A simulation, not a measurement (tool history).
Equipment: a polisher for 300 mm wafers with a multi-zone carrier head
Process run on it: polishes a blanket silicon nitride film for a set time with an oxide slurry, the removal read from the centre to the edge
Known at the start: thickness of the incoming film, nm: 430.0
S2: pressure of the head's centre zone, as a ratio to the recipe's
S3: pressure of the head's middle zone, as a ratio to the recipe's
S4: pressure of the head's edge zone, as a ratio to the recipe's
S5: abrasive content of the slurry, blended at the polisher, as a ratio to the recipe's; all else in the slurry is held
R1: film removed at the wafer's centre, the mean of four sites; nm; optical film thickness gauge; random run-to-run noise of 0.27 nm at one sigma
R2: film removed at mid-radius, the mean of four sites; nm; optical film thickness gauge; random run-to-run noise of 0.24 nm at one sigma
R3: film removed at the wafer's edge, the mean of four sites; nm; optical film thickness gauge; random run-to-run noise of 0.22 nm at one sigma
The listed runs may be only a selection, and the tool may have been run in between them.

Run 1, hour 0: flow of slurry (ml/min) 290, S2 1, S3 1, S4 1, S5 1, polishing time (s) 44. Result: R1 26.038 nm, R2 26.183 nm, R3 25.927 nm.
Run 2, hour 8.6: flow of slurry (ml/min) 310, S2 1.06, S3 1.02, S4 1.05, S5 1.1, polishing time (s) 44. Result: R1 28.831 nm, R2 27.911 nm, R3 27.702 nm.
Run 3, hour 10.2: flow of slurry (ml/min) 310, S2 1.09, S3 1.02, S4 1.05, S5 1.1, polishing time (s) 44. Result: R1 29.62 nm, R2 27.887 nm, R3 27.571 nm.
Run 4, hour 13.3: flow of slurry (ml/min) 310, S2 1.09, S3 1.02, S4 1.13, S5 1.1, polishing time (s) 44. Result: R1 29.783 nm, R2 27.892 nm, R3 28.794 nm.
Run 5, hour 15.7: flow of slurry (ml/min) 310, S2 1.09, S3 1.06, S4 1.13, S5 1.1, polishing time (s) 44. Result: R1 29.651 nm, R2 29.004 nm, R3 28.74 nm.
Run 6, hour 16.4: flow of slurry (ml/min) 330, S2 1.12, S3 1.05, S4 1.14, S5 1.15, polishing time (s) 44. Result: R1 31.542 nm, R2 29.205 nm, R3 29.494 nm.

Expected results for the next run?
Run 7, hour 23.3: flow of slurry (ml/min) 335, S2 1.14, S3 1.06, S4 1.15, S5 1.2, polishing time (s) 44. Result: R1 ?, R2 ?, R3 ?.

R1: 32.69 nm
R2: 29.983 nm
R3: 30.178 nm
